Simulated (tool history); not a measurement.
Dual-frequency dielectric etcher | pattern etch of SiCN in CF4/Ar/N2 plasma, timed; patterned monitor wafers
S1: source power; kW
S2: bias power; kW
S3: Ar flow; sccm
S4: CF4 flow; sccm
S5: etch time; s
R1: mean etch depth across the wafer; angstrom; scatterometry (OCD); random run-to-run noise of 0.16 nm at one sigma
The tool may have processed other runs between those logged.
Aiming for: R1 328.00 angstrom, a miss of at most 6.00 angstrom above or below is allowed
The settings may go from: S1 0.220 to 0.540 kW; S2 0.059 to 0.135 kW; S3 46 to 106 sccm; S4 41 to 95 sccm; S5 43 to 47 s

run 1 hour=0.0 | S1=0.380 S2=0.097 S3=76 S4=68 S5=47 | R1=373.00
run 2 hour=7.5 | S1=0.440 S2=0.097 S3=76 S4=68 S5=47 | R1=437.52
run 3 hour=13.4 | S1=0.440 S2=0.097 S3=68 S4=68 S5=47 | R1=444.53
run 4 hour=18.0 | S1=0.440 S2=0.114 S3=68 S4=68 S5=47 | R1=468.61
run 5 hour=22.1 | S1=0.440 S2=0.114 S3=68 S4=68 S5=47 | R1=468.31
-- hour=22.8 source power generator calibrated
run 6 hour=22.8 | S1=0.440 S2=0.114 S3=68 S4=59 S5=47 | R1=473.56
run 7 hour=29.6 | S1=0.440 S2=0.114 S3=68 S4=59 S5=47 | R1=474.03
run 8 hour=36.8 | S1=0.400 S2=0.113 S3=68 S4=59 S5=47 | R1=426.42
run 9 hour=38.5 | S1=0.320 S2=0.111 S3=68 S4=59 S5=47 | R1=334.97
run 10 hour=43.0 | S1=0.320 S2=0.111 S3=68 S4=59 S5=47 | R1=339.00
run 11 hour=43.8 | S1=0.320 S2=0.111 S3=68 S4=59 S5=47 | R1=337.98
run 12 hour=52.1 | S1=0.320 S2=0.111 S3=68 S4=59 S5=47 | R1=336.44

Pick the move, out of 4, that brings all results within their allowed miss; only one does.
run A hour=60.4 | S1=0.340 S2=0.108 S3=71 S4=69 S5=43 | R1=?
run B hour=60.4 | S1=0.280 S2=0.119 S3=55 S4=71 S5=47 | R1=?
run C hour=60.4 | S1=0.320 S2=0.096 S3=75 S4=62 S5=47 | R1=?
run D hour=60.4 | S1=0.350 S2=0.110 S3=65 S4=46 S5=46 | R1=?

move=A R1=332.56
move=B R1=315.04
move=C R1=319.22
move=D R1=351.99
A: in spec on every target
B: pushes the last run's worst result past its target
C: pushes the last run's worst result past its target
D: misses by more than the last run did
The move that meets every target is A.
